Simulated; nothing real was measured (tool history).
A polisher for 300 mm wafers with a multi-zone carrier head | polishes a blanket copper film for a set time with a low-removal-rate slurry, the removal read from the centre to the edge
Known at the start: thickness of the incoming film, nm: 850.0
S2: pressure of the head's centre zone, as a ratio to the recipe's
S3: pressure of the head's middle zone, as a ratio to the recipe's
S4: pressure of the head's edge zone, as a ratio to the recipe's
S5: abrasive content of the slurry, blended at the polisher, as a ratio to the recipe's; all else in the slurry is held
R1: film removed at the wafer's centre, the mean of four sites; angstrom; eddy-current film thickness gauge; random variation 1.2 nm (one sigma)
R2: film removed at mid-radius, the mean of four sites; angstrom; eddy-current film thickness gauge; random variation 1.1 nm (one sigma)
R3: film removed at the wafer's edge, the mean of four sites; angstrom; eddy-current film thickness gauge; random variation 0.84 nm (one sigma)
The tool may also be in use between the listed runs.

Run 1, hour 0: flow of slurry (ml/min) 220, S2 1, S3 1, S4 1, S5 1, polishing time (s) 77. Result: R1 1039.7 angstrom, R2 1049.5 angstrom, R3 1050.2 angstrom.
Run 2, hour 1.1: flow of slurry (ml/min) 220, S2 1.05, S3 1, S4 1, S5 1, polishing time (s) 77. Result: R1 1118.8 angstrom, R2 1026.6 angstrom, R3 1047.6 angstrom.
Run 3, hour 6: flow of slurry (ml/min) 220, S2 1.05, S3 1, S4 1, S5 1.15, polishing time (s) 77. Result: R1 1151 angstrom, R2 1080.5 angstrom, R3 1085.2 angstrom.
Run 4, hour 8.3: flow of slurry (ml/min) 215, S2 1.02, S3 0.97, S4 0.98, S5 1.05, polishing time (s) 76. Result: R1 1058.2 angstrom, R2 983.05 angstrom, R3 1041.2 angstrom.
Run 5, hour 13.5: flow of slurry (ml/min) 210, S2 1, S3 0.97, S4 0.96, S5 1, polishing time (s) 75. Result: R1 1054.2 angstrom, R2 976.64 angstrom, R3 996.7 angstrom.
Run 6, hour 17.6: flow of slurry (ml/min) 210, S2 1, S3 0.97, S4 0.96, S5 0.9, polishing time (s) 75. Result: R1 987.87 angstrom, R2 931.47 angstrom, R3 995.31 angstrom.

Run 7 comes next. What will it give?
Run 7, hour 20.7: flow of slurry (ml/min) 210, S2 0.98, S3 0.97, S4 0.95, S5 0.85, polishing time (s) 74. Result: R1 ?, R2 ?, R3 ?.

{"run 7": {"R1": 951.3, "R2": 940.02, "R3": 937.75}}

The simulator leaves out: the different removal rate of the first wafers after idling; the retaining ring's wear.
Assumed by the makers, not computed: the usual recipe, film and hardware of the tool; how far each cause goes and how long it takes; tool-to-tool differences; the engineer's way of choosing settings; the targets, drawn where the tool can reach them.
